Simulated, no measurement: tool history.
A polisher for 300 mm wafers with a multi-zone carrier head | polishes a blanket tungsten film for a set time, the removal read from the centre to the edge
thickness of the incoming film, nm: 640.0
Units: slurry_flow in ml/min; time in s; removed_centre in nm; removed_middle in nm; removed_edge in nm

| run | hour | slurry_flow | centre_zone | middle_zone | edge_zone | slurry_solids | time | removed_centre | removed_middle | removed_edge |
|---|---|---|---|---|---|---|---|---|---|---|
| 1 | 0.0 | 230 | 1.00 | 1.00 | 1.00 | 1.00 | 29 | 253.15 | 259.68 | 260.26 |
| 2 | 7.2 | 240 | 1.03 | 0.98 | 1.00 | 1.00 | 29 | 264.73 | 260.59 | 263.05 |
| 3 | 15.7 | 245 | 1.05 | 0.95 | 0.99 | 1.00 | 29 | 268.29 | 252.38 | 268.56 |
| 4 | 21.2 | 245 | 1.05 | 0.95 | 0.99 | 1.15 | 29 | 271.19 | 256.11 | 263.53 |
| 5 | 25.2 | 245 | 1.05 | 0.95 | 0.99 | 1.15 | 22 | 204.63 | 199.37 | 201.55 |
| 6 | 33.2 | 255 | 1.08 | 0.94 | 1.00 | 1.15 | 23 | 222.78 | 207.13 | 213.86 |
| 7 | 39.6 | 265 | 1.10 | 0.93 | 1.01 | 1.15 | 24 | 236.56 | 212.37 | 222.82 |
| 8 | 44.6 | 270 | 1.12 | 0.93 | 1.02 | 1.15 | 25 | 254.75 | 222.96 | 236.34 |
| 9 | 52.2 | 275 | 1.13 | 0.93 | 1.03 | 1.15 | 25 | 255.20 | 224.13 | 237.69 |
| 10 | 57.3 | 280 | 1.14 | 0.92 | 1.03 | 1.15 | 25 | 262.91 | 218.24 | 233.90 |
| 11 | 65.1 | 280 | 1.15 | 0.92 | 1.05 | 1.20 | 25 | 263.56 | 226.63 | 249.21 |
| 12 | 73.2 | 290 | 1.16 | 0.92 | 1.05 | 1.20 | 25 | 269.32 | 227.49 | 243.05 |
| 13 | 80.5 | 295 | 1.17 | 0.91 | 1.05 | 1.20 | 25 | 269.13 | 225.27 | 244.63 |
| 14 | 82.4 | 295 | 1.17 | 0.90 | 1.04 | 1.20 | 25 | 269.00 | 220.99 | 246.87 |
| 15 | 84.3 | 295 | 1.17 | 0.90 | 1.03 | 1.20 | 25 | 269.74 | 225.16 | 237.95 |

Forecast run 16:
| 16 | 89.8 | 300 | 1.17 | 0.89 | 1.03 | 1.20 | 25 | ? | ? | ? |

{"run 16": {"removed_centre": 271.43, "removed_middle": 220.76, "removed_edge": 242.65}}
